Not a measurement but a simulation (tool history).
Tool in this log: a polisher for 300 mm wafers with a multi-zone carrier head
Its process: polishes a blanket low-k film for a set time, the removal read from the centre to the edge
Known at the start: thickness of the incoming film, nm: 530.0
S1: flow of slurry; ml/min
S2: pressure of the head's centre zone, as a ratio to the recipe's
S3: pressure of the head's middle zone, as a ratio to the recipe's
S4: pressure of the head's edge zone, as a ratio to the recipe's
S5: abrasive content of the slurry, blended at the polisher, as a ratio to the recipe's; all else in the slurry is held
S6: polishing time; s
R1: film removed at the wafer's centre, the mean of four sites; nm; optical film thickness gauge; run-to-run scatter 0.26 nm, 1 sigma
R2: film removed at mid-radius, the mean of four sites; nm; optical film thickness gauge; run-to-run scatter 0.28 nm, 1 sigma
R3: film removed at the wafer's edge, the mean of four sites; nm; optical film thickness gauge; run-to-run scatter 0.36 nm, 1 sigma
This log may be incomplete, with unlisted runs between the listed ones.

run 1 hour=0.0 | S1=175 S2=1.00 S3=1.00 S4=1.00 S5=1.00 S6=85 | R1=46.134 R2=46.599 R3=46.538
run 2 hour=2.5 | S1=175 S2=1.00 S3=1.00 S4=1.00 S5=1.10 S6=85 | R1=48.102 R2=48.007 R3=48.960
run 3 hour=7.5 | S1=210 S2=1.00 S3=1.00 S4=1.00 S5=1.10 S6=85 | R1=49.766 R2=50.247 R3=50.336
run 4 hour=9.5 | S1=205 S2=0.99 S3=0.98 S4=0.98 S5=1.05 S6=83 | R1=47.033 R2=46.416 R3=46.773
run 5 hour=10.5 | S1=205 S2=0.91 S3=0.98 S4=0.98 S5=1.05 S6=83 | R1=42.994 R2=46.299 R3=47.146
run 6 hour=14.7 | S1=205 S2=0.96 S3=0.98 S4=0.98 S5=1.05 S6=83 | R1=46.528 R2=46.342 R3=47.647
run 7 hour=20.7 | S1=180 S2=0.93 S3=0.88 S4=0.88 S5=0.80 S6=65 | R1=29.743 R2=28.934 R3=30.551
run 8 hour=21.5 | S1=175 S2=0.93 S3=0.88 S4=0.87 S5=0.80 S6=65 | R1=29.573 R2=28.986 R3=30.442
run 9 hour=30.0 | S1=175 S2=0.93 S3=0.88 S4=0.86 S5=0.80 S6=65 | R1=29.578 R2=28.076 R3=30.474
run 10 hour=33.8 | S1=175 S2=0.93 S3=0.89 S4=0.86 S5=0.80 S6=65 | R1=29.931 R2=28.573 R3=30.207
run 11 hour=37.3 | S1=175 S2=0.93 S3=0.89 S4=0.86 S5=0.80 S6=65 | R1=30.167 R2=28.849 R3=29.555
run 12 hour=40.8 | S1=170 S2=0.93 S3=0.89 S4=0.86 S5=0.80 S6=65 | R1=29.328 R2=28.546 R3=29.920

What does the tool deliver on the next run?
run 13 hour=46.7 | S1=170 S2=0.93 S3=0.89 S4=0.85 S5=0.80 S6=65 | R1=? R2=? R3=?

{"run 13": {"R1": 29.496, "R2": 28.641, "R3": 30.069}}
